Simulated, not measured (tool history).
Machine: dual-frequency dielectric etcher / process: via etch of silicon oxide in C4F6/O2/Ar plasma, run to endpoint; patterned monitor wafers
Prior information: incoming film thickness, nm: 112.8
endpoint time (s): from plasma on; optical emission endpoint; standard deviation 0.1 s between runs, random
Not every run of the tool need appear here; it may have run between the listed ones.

Run 1, hour 0.0: bias power (W) 510, source power (W) 320, Ar flow (sccm) 404. Result: endpoint time (s) 24.676.
Run 2, hour 3.7: bias power (W) 510, source power (W) 360, Ar flow (sccm) 404. Result: endpoint time (s) 23.903.
Run 3, hour 11.4: bias power (W) 510, source power (W) 400, Ar flow (sccm) 404. Result: endpoint time (s) 23.283.
Run 4, hour 18.6: bias power (W) 510, source power (W) 400, Ar flow (sccm) 371. Result: endpoint time (s) 23.062.
Run 5, hour 27.3: bias power (W) 510, source power (W) 400, Ar flow (sccm) 335. Result: endpoint time (s) 22.846.
Run 6, hour 32.2: bias power (W) 467, source power (W) 370, Ar flow (sccm) 351. Result: endpoint time (s) 24.221.
Run 7, hour 33.3: bias power (W) 365, source power (W) 310, Ar flow (sccm) 405. Result: endpoint time (s) 28.477.
Run 8, hour 38.7: bias power (W) 353, source power (W) 300, Ar flow (sccm) 408. Result: endpoint time (s) 28.926.

Forecast run 9:
Run 9, hour 39.5: bias power (W) 305, source power (W) 270, Ar flow (sccm) 421. Result: endpoint time (s) ?.

{"run 9": {"endpoint time (s)": 31.833}}

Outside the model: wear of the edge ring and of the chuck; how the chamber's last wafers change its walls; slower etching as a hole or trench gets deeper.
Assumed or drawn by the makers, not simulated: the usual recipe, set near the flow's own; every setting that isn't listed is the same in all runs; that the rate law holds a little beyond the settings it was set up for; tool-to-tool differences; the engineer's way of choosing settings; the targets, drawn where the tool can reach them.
